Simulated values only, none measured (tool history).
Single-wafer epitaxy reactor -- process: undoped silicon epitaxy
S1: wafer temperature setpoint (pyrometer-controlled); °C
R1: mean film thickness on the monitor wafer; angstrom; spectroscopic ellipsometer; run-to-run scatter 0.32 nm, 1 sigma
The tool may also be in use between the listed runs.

{"run": 1, "day": 0.0, "S1": 650, "deposition time (s)": 245, "R1": 396.79}
{"run": 2, "day": 0.362, "S1": 652, "deposition time (s)": 245, "R1": 413.29}
{"run": 3, "day": 0.575, "S1": 652, "deposition time (s)": 265, "R1": 452.06}
{"run": 4, "day": 0.846, "S1": 654, "deposition time (s)": 265, "R1": 469.1}
{"run": 5, "day": 0.992, "S1": 645, "deposition time (s)": 265, "R1": 382.76}
{"run": 6, "day": 1.354, "S1": 647, "deposition time (s)": 265, "R1": 402.53}

Run 7 comes next. What will it give?
{"run": 7, "day": 1.475, "S1": 649, "deposition time (s)": 265, "R1": "?"}

R1: 418.53 angstrom

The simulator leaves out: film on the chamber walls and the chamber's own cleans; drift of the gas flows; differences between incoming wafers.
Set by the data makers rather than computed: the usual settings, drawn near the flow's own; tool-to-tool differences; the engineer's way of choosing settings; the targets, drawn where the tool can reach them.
